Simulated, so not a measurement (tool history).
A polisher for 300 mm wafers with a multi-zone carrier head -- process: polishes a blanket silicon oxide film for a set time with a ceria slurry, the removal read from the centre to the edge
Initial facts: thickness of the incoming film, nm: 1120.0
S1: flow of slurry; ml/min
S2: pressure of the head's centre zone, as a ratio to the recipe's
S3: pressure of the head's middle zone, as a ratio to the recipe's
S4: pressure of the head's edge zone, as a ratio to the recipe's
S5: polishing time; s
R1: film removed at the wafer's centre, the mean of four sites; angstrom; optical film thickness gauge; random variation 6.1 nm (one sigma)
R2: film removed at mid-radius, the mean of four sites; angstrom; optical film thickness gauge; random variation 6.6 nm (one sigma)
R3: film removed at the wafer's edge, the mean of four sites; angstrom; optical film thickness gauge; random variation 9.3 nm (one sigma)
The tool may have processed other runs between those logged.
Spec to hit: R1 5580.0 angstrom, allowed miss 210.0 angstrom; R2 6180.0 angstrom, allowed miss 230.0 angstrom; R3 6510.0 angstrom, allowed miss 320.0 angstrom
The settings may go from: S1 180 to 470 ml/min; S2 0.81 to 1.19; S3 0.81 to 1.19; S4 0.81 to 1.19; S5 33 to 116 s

run	hour	S1	S2	S3	S4	S5	R1	R2	R3
1	0.0	300	1.00	1.00	1.00	74	4394.6	4439.4	4233.5
2	0.8	250	1.00	1.00	1.00	74	4344.1	4403.3	4113.5
3	7.0	250	1.00	1.00	1.08	74	4250.5	4408.8	4385.8
4	10.4	260	1.00	1.01	1.09	77	4481.3	4607.6	4669.2
5	18.3	265	1.00	1.02	1.10	79	4567.5	4719.6	4648.3
6	25.3	265	1.00	0.94	1.10	79	4629.6	4493.0	4701.5
7	32.7	265	0.99	0.95	1.11	82	4787.3	4553.7	4892.1
8	33.7	270	0.89	1.05	1.14	103	5369.5	6391.2	6204.1
9	38.8	270	0.89	1.04	1.15	103	5315.9	6248.5	6167.0

Which of these 4 next moves meets every target?
A	43.9	295	0.88	1.03	1.14	96	?	?	?
B	43.9	235	0.88	0.96	1.14	109	?	?	?
C	43.9	245	0.87	1.11	1.13	98	?	?	?
D	43.9	300	0.93	1.04	1.00	109	?	?	?

move	R1	R2	R3
A	5013.9	5956.8	5759.7
B	5544.7	6244.1	6431.3
C	4958.4	6344.4	5773.7
D	6029.9	6826.3	6268.5
A: further off than the last run
B: every result within its allowed miss
C: further off than the last run
D: the result that was furthest off in the last run now lies on the other side of its target
B is the move that brings every result within its allowed miss.

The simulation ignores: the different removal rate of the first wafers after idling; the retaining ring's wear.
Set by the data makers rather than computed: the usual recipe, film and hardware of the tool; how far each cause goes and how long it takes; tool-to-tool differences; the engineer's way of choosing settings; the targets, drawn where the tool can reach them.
